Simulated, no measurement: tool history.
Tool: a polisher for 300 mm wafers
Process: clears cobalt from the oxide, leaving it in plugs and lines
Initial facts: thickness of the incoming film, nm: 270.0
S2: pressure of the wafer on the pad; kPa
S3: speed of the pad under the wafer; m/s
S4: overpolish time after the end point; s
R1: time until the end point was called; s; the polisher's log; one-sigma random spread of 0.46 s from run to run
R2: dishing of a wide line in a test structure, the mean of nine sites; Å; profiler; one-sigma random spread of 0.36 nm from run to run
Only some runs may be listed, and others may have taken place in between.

{"run": 1, "day": 0.0, "flow of slurry (ml/min)": 290, "S2": 12.4, "S3": 1.06, "S4": 17, "R1": 59.872, "R2": 311.08}
{"run": 2, "day": 0.225, "flow of slurry (ml/min)": 290, "S2": 14.5, "S3": 1.08, "S4": 15, "R1": 51.855, "R2": 319.25}
{"run": 3, "day": 0.262, "flow of slurry (ml/min)": 290, "S2": 11.7, "S3": 1.08, "S4": 15, "R1": 63.128, "R2": 287.94}
{"run": 4, "day": 0.375, "flow of slurry (ml/min)": 290, "S2": 11.7, "S3": 1.08, "S4": 21, "R1": 63.824, "R2": 324.82}
{"run": 5, "day": 0.554, "flow of slurry (ml/min)": 290, "S2": 13.8, "S3": 1.12, "S4": 17, "R1": 51.169, "R2": 322.34}
{"day": 0.908, "done": "worn pad replaced by a new one"}
{"run": 6, "day": 0.908, "flow of slurry (ml/min)": 290, "S2": 13.8, "S3": 1.38, "S4": 17, "R1": 38.231, "R2": 336.94}

What does the tool deliver on the next run?
{"run": 7, "day": 1.104, "flow of slurry (ml/min)": 290, "S2": 13.8, "S3": 1.38, "S4": 16, "R1": "?", "R2": "?"}

R1: 38.012 s
R2: 343.61 Å
